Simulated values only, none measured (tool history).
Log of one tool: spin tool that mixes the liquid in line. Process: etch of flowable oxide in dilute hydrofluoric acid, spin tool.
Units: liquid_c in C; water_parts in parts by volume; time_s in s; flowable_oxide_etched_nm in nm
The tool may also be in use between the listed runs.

run 1 day=0.000 | liquid_c=23.0 water_parts=160 time_s=50 | flowable_oxide_etched_nm=17.828
run 2 day=0.025 | liquid_c=22.0 water_parts=165 time_s=50 | flowable_oxide_etched_nm=16.433
run 3 day=0.162 | liquid_c=21.5 water_parts=165 time_s=50 | flowable_oxide_etched_nm=16.279
run 4 day=0.350 | liquid_c=21.0 water_parts=165 time_s=50 | flowable_oxide_etched_nm=15.903
run 5 day=0.492 | liquid_c=21.0 water_parts=135 time_s=50 | flowable_oxide_etched_nm=19.910
run 6 day=0.546 | liquid_c=21.0 water_parts=135 time_s=50 | flowable_oxide_etched_nm=20.119
run 7 day=0.883 | liquid_c=20.5 water_parts=140 time_s=50 | flowable_oxide_etched_nm=18.615
run 8 day=1.192 | liquid_c=20.0 water_parts=145 time_s=50 | flowable_oxide_etched_nm=17.719

Run 9 comes next. What will it give?
run 9 day=1.308 | liquid_c=19.5 water_parts=150 time_s=50 | flowable_oxide_etched_nm=?

{"run 9": {"flowable_oxide_etched_nm": 16.655}}

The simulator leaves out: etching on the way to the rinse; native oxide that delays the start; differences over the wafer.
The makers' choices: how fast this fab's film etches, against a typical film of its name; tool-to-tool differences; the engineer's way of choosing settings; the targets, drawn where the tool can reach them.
